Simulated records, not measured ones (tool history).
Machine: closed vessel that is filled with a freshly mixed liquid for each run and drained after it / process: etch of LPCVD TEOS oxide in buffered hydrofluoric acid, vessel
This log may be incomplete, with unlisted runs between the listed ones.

| run | hour | temperature setpoint of the liquid (C) | parts of 40 % ammonium fluoride to one part of 49 % hydrofluoric acid (parts by volume) | time in the liquid (s) | thickness taken off the LPCVD TEOS oxide on a monitor wafer (nm) |
|---|---|---|---|---|---|
| 1 | 0 | 21 | 20 | 100 | 204.98 |
| 2 | 5.6 | 21 | 20 | 100 | 204.67 |
| 3 | 8.3 | 21 | 20 | 100 | 205.79 |
| 4 | 16.2 | 21 | 20 | 105 | 215.71 |
| 5 | 23.2 | 21 | 20 | 100 | 205.5 |
| 6 | 30.4 | 23 | 20 | 100 | 228.69 |
| 7 | 34.3 | 24 | 20 | 100 | 243.22 |
| 8 | 35.7 | 25 | 20 | 100 | 254.4 |
| 9 | 41.6 | 25.5 | 20 | 100 | 262.64 |

What will run 10 give?
| 10 | 48.6 | 26 | 20 | 100 | ? |

For run 10 the tool returned thickness taken off the LPCVD TEOS oxide on a monitor wafer (nm) 268.72.
